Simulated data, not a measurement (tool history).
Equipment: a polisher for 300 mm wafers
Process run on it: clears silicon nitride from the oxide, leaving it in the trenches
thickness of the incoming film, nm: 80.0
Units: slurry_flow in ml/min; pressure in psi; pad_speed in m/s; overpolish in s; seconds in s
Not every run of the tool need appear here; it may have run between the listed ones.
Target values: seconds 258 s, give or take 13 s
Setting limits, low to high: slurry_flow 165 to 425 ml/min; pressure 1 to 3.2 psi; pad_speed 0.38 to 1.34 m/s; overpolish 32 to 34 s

run,hour,slurry_flow,pressure,pad_speed,overpolish,seconds
1,0,275,2.1,0.86,32,152.6
2,7.6,275,2.1,0.78,32,165.23
3,13.3,275,2,0.78,32,179.31
4,22.3,275,2,0.78,32,176.9
5,31.2,275,1.9,0.78,32,182.76
6,31.8,275,1.9,0.78,34,179.84
7,33.7,275,1.8,0.78,34,197.07
8,37.9,275,1.7,0.78,34,204.81
9,44,275,1.6,0.78,34,215.27
10,44.8,275,1.5,0.78,34,230.31

Consider the 4 candidate settings below. Which is the only one whose results all fall within their allowed miss of target?
A,45.6,280,1.8,0.7,32,?
B,45.6,255,1.6,0.86,32,?
C,45.6,250,1.4,0.74,32,?
D,45.6,280,1.7,0.74,34,?

move,seconds
A,216.49
B,200.61
C,264.13
D,216.85
A: lands further from the targets than the last run did
B: lands further from the targets than the last run did
C: every result lands within tolerance
D: lands further from the targets than the last run did
So the answer is move C, the one that meets all the targets.

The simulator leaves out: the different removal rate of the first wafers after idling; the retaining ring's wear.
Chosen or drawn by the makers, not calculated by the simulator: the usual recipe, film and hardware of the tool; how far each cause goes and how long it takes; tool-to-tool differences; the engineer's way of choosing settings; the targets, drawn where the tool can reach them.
